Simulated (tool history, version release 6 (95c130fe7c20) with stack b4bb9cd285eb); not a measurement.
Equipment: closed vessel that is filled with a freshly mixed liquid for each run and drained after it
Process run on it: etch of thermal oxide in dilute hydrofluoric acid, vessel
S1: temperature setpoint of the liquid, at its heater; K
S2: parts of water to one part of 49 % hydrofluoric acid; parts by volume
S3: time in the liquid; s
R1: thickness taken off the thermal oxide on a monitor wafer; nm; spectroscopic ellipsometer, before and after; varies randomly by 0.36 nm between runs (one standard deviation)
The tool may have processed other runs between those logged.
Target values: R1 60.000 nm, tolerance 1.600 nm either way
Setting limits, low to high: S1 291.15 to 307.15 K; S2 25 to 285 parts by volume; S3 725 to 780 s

run,day,S1,S2,S3,R1
1,0.000,299.15,155,725,22.155
2,0.342,299.15,195,725,16.963
3,0.671,299.15,195,780,18.336
4,0.925,300.15,175,780,21.713
5,1.154,297.15,175,780,19.343
6,1.288,298.65,160,780,22.787
7,1.312,300.15,145,780,27.280
8,1.600,304.15,80,780,61.350

Which of these 4 next moves meets every target?
A,1.888,306.65,90,780,?
B,1.888,307.15,85,780,?
C,1.888,306.15,80,780,?
D,1.888,305.65,80,760,?

move,R1
A,59.839
B,65.041
C,67.130
D,64.201
A: each result inside its tolerance
B: further off than the last run
C: further off than the last run
D: further off than the last run
Answer: A

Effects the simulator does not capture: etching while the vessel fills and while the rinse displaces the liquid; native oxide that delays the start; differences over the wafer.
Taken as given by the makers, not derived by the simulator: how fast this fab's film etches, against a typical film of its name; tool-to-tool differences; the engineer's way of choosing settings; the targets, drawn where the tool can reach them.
